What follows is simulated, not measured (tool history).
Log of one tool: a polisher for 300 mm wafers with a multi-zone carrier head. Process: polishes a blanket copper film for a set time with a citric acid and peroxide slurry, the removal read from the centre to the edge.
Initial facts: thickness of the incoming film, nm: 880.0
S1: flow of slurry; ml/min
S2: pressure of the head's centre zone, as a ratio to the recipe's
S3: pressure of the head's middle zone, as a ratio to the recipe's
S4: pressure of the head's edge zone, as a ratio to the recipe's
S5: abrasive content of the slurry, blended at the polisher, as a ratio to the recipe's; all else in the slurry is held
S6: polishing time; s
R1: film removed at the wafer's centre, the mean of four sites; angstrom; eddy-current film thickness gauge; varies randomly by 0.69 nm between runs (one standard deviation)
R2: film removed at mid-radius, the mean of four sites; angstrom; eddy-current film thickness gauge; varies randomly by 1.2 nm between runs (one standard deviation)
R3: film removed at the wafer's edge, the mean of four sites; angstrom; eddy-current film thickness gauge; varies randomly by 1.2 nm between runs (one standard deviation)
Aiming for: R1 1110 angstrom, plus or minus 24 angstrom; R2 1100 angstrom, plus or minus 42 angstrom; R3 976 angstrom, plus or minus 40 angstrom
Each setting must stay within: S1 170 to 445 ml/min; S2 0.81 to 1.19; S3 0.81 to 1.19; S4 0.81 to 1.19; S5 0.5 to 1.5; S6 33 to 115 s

Run 1, day 0: S1 285 ml/min, S2 1, S3 1, S4 1, S5 1, S6 73 s. Result: R1 1478.6 angstrom, R2 1439.9 angstrom, R3 1430.1 angstrom.
Run 2, day 0.033: S1 285 ml/min, S2 1, S3 1, S4 0.95, S5 1, S6 73 s. Result: R1 1478.3 angstrom, R2 1481 angstrom, R3 1433 angstrom.
Run 3, day 0.212: S1 285 ml/min, S2 0.94, S3 1, S4 0.95, S5 1, S6 73 s. Result: R1 1391.5 angstrom, R2 1460.9 angstrom, R3 1422.8 angstrom.
Run 4, day 0.492: S1 295 ml/min, S2 0.97, S3 1.01, S4 0.93, S5 0.9, S6 69 s. Result: R1 1314.7 angstrom, R2 1377 angstrom, R3 1294.6 angstrom.
Run 5, day 0.762: S1 295 ml/min, S2 0.93, S3 1.01, S4 0.93, S5 0.9, S6 69 s. Result: R1 1265.8 angstrom, R2 1331.4 angstrom, R3 1254.2 angstrom.
Run 6, day 0.838: S1 295 ml/min, S2 0.93, S3 1.01, S4 0.93, S5 1, S6 69 s. Result: R1 1299.8 angstrom, R2 1404.7 angstrom, R3 1317 angstrom.
Run 7, day 1.125: S1 320 ml/min, S2 0.95, S3 1.01, S4 0.91, S5 0.9, S6 67 s. Result: R1 1270.6 angstrom, R2 1334.2 angstrom, R3 1254.8 angstrom.
Run 8, day 1.479: S1 305 ml/min, S2 0.97, S3 1.01, S4 0.89, S5 0.8, S6 66 s. Result: R1 1214.3 angstrom, R2 1241.2 angstrom, R3 1169.1 angstrom.
Run 9, day 1.621: S1 295 ml/min, S2 0.99, S3 1.02, S4 0.87, S5 0.75, S6 66 s. Result: R1 1196.8 angstrom, R2 1239.8 angstrom, R3 1110.3 angstrom.
Run 10, day 1.683: S1 275 ml/min, S2 1, S3 1.01, S4 0.86, S5 0.7, S6 66 s. Result: R1 1175.7 angstrom, R2 1166.9 angstrom, R3 1078.7 angstrom.
Run 11, day 2.017: S1 260 ml/min, S2 1, S3 1.02, S4 0.85, S5 0.7, S6 66 s. Result: R1 1161.9 angstrom, R2 1175.8 angstrom, R3 1034 angstrom.
Run 12, day 2.046: S1 195 ml/min, S2 0.99, S3 0.97, S4 0.83, S5 0.65, S6 66 s. Result: R1 1075.6 angstrom, R2 1048.7 angstrom, R3 980.35 angstrom.
Run 13, day 2.362: S1 200 ml/min, S2 0.99, S3 0.98, S4 0.83, S5 0.65, S6 66 s. Result: R1 1067 angstrom, R2 1046.6 angstrom, R3 1015 angstrom.

Pick the move, out of 4, that brings all results within their allowed miss; only one does.
Run A, day 2.679: S1 175 ml/min, S2 0.93, S3 1.02, S4 0.82, S5 0.65, S6 70 s. Result: R1 ?, R2 ?, R3 ?.
Run B, day 2.679: S1 170 ml/min, S2 0.9, S3 0.81, S4 0.89, S5 0.5, S6 79 s. Result: R1 ?, R2 ?, R3 ?.
Run C, day 2.679: S1 195 ml/min, S2 1.02, S3 1.02, S4 0.81, S5 0.6, S6 69 s. Result: R1 ?, R2 ?, R3 ?.
Run D, day 2.679: S1 195 ml/min, S2 1.05, S3 0.91, S4 0.85, S5 0.65, S6 65 s. Result: R1 ?, R2 ?, R3 ?.

move      R1      R2      R3
   A  1041.5  1155.7  1002.2
   B  1003.6  950.04  1039.7
   C  1107.9  1124.8   965.3
   D  1107.4  995.03  961.49
A: misses by more than the last run did
B: misses by more than the last run did
C: hits every target within its allowed miss
D: gets the furthest-off result to its target, but another result is out of tolerance
The move that meets every target is C.
